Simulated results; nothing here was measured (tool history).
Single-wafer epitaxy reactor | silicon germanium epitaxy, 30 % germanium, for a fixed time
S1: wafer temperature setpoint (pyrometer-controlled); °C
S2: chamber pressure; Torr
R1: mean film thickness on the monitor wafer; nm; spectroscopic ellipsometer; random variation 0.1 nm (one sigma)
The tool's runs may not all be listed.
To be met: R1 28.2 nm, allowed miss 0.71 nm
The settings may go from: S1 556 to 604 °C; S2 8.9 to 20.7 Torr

| run | day | S1 | S2 | R1 |
|---|---|---|---|---|
| 1 | 0 | 580 | 14.8 | 38.986 |
| 2 | 0.229 | 574 | 14.7 | 34.123 |
| 3 | 0.475 | 571 | 14.6 | 31.984 |
| 4 | 0.567 | 571 | 17 | 34.478 |
| 5 | 0.646 | 568 | 16.9 | 32.387 |
| 6 | 0.725 | 573 | 16.9 | 35.791 |
| 7 | 0.812 | 569 | 16.8 | 32.938 |
| 8 | 1.025 | 566 | 16.8 | 31.024 |
| 9 | 1.125 | 564 | 16.8 | 29.548 |
| 10 | 1.188 | 563 | 16.8 | 28.994 |

4 next moves are on the table. One of them brings every result within its allowed miss. Which?
| A | 1.25 | 567 | 14.9 | ? |
| B | 1.25 | 558 | 19.8 | ? |
| C | 1.25 | 562 | 18.7 | ? |
| D | 1.25 | 565 | 15.9 | ? |

| move | R1 |
|---|---|
| A | 29.838 |
| B | 28.202 |
| C | 29.886 |
| D | 29.517 |
A: further off than the last run
B: meets every target
C: further off than the last run
D: further off than the last run
Move B is the one to make.
